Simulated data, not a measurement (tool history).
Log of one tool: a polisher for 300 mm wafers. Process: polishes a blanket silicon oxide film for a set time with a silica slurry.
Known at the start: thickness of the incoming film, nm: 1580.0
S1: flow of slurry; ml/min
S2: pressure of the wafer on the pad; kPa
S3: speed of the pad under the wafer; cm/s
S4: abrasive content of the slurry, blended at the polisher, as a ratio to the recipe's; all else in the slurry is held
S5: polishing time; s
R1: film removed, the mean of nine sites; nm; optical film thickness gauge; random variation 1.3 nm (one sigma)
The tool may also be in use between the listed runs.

{"run": 1, "hour": 0.0, "S1": 225, "S2": 29.0, "S3": 110, "S4": 1.0, "S5": 92, "R1": 249.31}
{"run": 2, "hour": 2.1, "S1": 225, "S2": 34.5, "S3": 110, "S4": 1.0, "S5": 92, "R1": 299.42}
{"run": 3, "hour": 7.5, "S1": 225, "S2": 29.6, "S3": 100, "S4": 1.0, "S5": 92, "R1": 231.07}
{"run": 4, "hour": 9.5, "S1": 225, "S2": 29.6, "S3": 100, "S4": 0.8, "S5": 92, "R1": 197.07}
{"run": 5, "hour": 10.7, "S1": 225, "S2": 24.1, "S3": 100, "S4": 0.8, "S5": 92, "R1": 160.81}
{"run": 6, "hour": 13.9, "S1": 225, "S2": 22.1, "S3": 100, "S4": 0.8, "S5": 92, "R1": 147.46}
{"run": 7, "hour": 21.6, "S1": 225, "S2": 13.8, "S3": 98, "S4": 0.8, "S5": 92, "R1": 93.383}

Run 8 comes next. What will it give?
{"run": 8, "hour": 30.7, "S1": 225, "S2": 14.5, "S3": 98, "S4": 0.8, "S5": 92, "R1": "?"}

Run 8 gave R1 97.131 nm.

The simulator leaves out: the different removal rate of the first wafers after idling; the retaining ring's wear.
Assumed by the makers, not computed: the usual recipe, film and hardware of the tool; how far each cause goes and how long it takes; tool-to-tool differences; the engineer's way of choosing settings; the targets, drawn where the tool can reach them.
